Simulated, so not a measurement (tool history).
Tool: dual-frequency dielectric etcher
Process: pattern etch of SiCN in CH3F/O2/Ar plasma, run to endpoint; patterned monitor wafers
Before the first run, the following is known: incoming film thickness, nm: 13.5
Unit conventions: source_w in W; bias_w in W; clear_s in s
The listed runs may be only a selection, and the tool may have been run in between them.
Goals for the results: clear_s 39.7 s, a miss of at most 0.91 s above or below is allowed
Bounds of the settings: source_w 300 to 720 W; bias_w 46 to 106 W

run  hour  source_w  bias_w  clear_s
  1     0       510      76   33.484
  2   1.7       470      74   34.852
  3   4.6       540      74   33.127
  4   8.8       490      74   34.152
  5    12       490      60   36.497
  6  13.7       470      59   36.912
  7    20       450      58   37.901
  8  26.7       440      57   38.095
  9  28.4       430      56   38.562

Which one of the following 5 next-run settings gets every result inside its allowed miss? There is exactly one.
  A  30.1       410      46        ?
  B  30.1       480      52        ?
  C  30.1       320      73        ?
  D  30.1       390      46        ?
  E  30.1       450      65        ?

move  clear_s
   A    41.34
   B   37.995
   C   39.487
   D   42.039
   E   36.566
A: carries the result that was furthest off beyond its target, to the other side
B: lands further from the targets than the last run did
C: all results land within tolerance of their targets
D: carries the result that was furthest off beyond its target, to the other side
E: lands further from the targets than the last run did
The right move is C.

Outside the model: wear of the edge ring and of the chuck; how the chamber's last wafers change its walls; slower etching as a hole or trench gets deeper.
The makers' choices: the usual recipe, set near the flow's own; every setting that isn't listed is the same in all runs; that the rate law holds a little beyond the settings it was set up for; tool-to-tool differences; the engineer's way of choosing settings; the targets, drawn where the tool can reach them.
